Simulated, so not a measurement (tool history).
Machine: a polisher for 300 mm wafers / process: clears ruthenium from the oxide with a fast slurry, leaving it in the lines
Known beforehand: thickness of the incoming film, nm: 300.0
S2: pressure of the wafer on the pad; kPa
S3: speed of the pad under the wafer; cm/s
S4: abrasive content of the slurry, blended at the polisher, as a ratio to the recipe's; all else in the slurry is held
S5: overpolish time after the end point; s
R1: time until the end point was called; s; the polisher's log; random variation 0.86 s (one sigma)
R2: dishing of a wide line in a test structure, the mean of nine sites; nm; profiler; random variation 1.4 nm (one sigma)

run 1 hour=0.0 | flow_of_slurry_(ml/min)=210 S2=20.7 S3=124 S4=1.0 S5=14 | R1=53.203 R2=61.456
run 2 hour=2.8 | flow_of_slurry_(ml/min)=210 S2=20.7 S3=152 S4=1.0 S5=14 | R1=43.716 R2=69.119
run 3 hour=4.9 | flow_of_slurry_(ml/min)=210 S2=20.7 S3=150 S4=1.0 S5=16 | R1=43.238 R2=77.095
run 4 hour=6.4 | flow_of_slurry_(ml/min)=210 S2=17.9 S3=150 S4=1.0 S5=16 | R1=51.742 R2=68.389
run 5 hour=13.0 | flow_of_slurry_(ml/min)=210 S2=17.9 S3=170 S4=1.0 S5=16 | R1=45.311 R2=76.658
run 6 hour=20.1 | flow_of_slurry_(ml/min)=210 S2=15.9 S3=170 S4=1.0 S5=16 | R1=51.132 R2=68.920
run 7 hour=24.8 | flow_of_slurry_(ml/min)=210 S2=15.9 S3=170 S4=1.0 S5=17 | R1=52.186 R2=71.522
run 8 hour=31.1 | flow_of_slurry_(ml/min)=210 S2=16.5 S3=170 S4=1.0 S5=18 | R1=51.890 R2=79.719
run 9 hour=33.3 | flow_of_slurry_(ml/min)=210 S2=17.2 S3=170 S4=1.0 S5=18 | R1=47.609 R2=79.158

What does the tool deliver on the next run?
run 10 hour=39.5 | flow_of_slurry_(ml/min)=210 S2=17.2 S3=170 S4=1.0 S5=19 | R1=? R2=?

{"run 10": {"R1": 47.366, "R2": 85.132}}
